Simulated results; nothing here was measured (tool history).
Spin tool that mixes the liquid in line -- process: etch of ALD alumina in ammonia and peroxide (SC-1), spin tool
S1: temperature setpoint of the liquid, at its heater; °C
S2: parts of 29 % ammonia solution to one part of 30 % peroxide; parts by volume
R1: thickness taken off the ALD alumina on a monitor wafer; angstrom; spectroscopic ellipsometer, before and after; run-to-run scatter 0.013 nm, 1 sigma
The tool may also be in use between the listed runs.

{"run": 1, "hour": 0.0, "S1": 51, "S2": 0.7, "time under the liquid (s)": 95, "R1": 59.94}
{"run": 2, "hour": 6.7, "S1": 49.5, "S2": 0.7, "time under the liquid (s)": 95, "R1": 55.768}
{"run": 3, "hour": 14.9, "S1": 49.5, "S2": 0.7, "time under the liquid (s)": 95, "R1": 55.667}
{"run": 4, "hour": 19.4, "S1": 48, "S2": 0.7, "time under the liquid (s)": 95, "R1": 51.369}
{"run": 5, "hour": 27.5, "S1": 48, "S2": 0.85, "time under the liquid (s)": 95, "R1": 52}
{"run": 6, "hour": 28.6, "S1": 44, "S2": 0.85, "time under the liquid (s)": 95, "R1": 41.581}

Run 7 has not been measured yet. What should we expect?
{"run": 7, "hour": 34.6, "S1": 43.5, "S2": 0.85, "time under the liquid (s)": 95, "R1": "?"}

Run 7 measured R1 40.448 angstrom.

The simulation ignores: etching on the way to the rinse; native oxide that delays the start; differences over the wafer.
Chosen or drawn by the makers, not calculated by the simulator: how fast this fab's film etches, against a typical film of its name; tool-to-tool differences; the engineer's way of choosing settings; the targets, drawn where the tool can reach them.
